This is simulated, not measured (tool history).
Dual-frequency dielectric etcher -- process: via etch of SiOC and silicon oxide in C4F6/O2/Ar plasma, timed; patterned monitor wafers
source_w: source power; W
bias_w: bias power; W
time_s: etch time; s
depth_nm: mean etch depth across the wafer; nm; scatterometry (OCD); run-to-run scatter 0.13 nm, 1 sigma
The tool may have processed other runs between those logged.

run,day,source_w,bias_w,time_s,depth_nm
1,0,290,139,39,34.367
2,0.042,310,142,39,35.609
3,0.075,310,125,39,35.282
4,0.183,310,113,39,34.552
5,0.45,310,103,39,34.373
6,0.496,340,103,39,35.992
7,0.538,350,106,39,37.001

Run 8, settings as shown, results not yet in. Your forecast:
8,0.688,360,107,39,?

{"run 8": {"depth_nm": 37.46}}

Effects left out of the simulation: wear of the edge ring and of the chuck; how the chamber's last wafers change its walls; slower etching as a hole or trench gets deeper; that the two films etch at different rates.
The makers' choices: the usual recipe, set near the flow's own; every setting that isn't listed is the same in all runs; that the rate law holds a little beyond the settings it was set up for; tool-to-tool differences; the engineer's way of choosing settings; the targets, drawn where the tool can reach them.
